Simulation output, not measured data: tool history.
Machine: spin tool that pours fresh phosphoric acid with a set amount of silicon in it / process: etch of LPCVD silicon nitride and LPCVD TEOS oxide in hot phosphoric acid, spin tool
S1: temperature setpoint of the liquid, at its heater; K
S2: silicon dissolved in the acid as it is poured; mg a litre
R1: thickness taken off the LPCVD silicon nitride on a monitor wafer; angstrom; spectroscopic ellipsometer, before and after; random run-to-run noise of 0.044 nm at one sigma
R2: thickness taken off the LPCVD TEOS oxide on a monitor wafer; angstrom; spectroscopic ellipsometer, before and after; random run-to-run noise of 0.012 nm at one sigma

run 1 day=0 | S1=434.15 S2=13 time_under_the_liquid_(s)=170 | R1=133.38 R2=3.8761
run 2 day=0.154 | S1=434.15 S2=16 time_under_the_liquid_(s)=170 | R1=132.98 R2=3.8242
run 3 day=0.517 | S1=434.15 S2=16 time_under_the_liquid_(s)=215 | R1=167.72 R2=4.1861
run 4 day=0.542 | S1=434.15 S2=16 time_under_the_liquid_(s)=280 | R1=218.73 R2=6.3032
run 5 day=0.708 | S1=434.15 S2=23 time_under_the_liquid_(s)=280 | R1=221.77 R2=5.689
run 6 day=1.021 | S1=433.65 S2=21 time_under_the_liquid_(s)=240 | R1=186.77 R2=4.1406
run 7 day=1.129 | S1=433.65 S2=19.5 time_under_the_liquid_(s)=205 | R1=158.15 R2=4.3948
run 8 day=1.192 | S1=434.15 S2=21.5 time_under_the_liquid_(s)=170 | R1=134.81 R2=3.0794
run 9 day=1.379 | S1=433.65 S2=21 time_under_the_liquid_(s)=150 | R1=115.29 R2=2.8394
run 10 day=1.475 | S1=433.15 S2=21.5 time_under_the_liquid_(s)=140 | R1=106.39 R2=2.3779
run 11 day=1.608 | S1=432.65 S2=20 time_under_the_liquid_(s)=135 | R1=100.4 R2=2.2528
run 12 day=1.725 | S1=432.15 S2=18 time_under_the_liquid_(s)=130 | R1=95.559 R2=2.2773
run 13 day=1.796 | S1=431.65 S2=17.5 time_under_the_liquid_(s)=125 | R1=90.368 R2=2.1221

What does the tool deliver on the next run?
run 14 day=2.133 | S1=431.15 S2=17 time_under_the_liquid_(s)=120 | R1=? R2=?

{"run 14": {"R1": 86.256, "R2": 2.0421}}

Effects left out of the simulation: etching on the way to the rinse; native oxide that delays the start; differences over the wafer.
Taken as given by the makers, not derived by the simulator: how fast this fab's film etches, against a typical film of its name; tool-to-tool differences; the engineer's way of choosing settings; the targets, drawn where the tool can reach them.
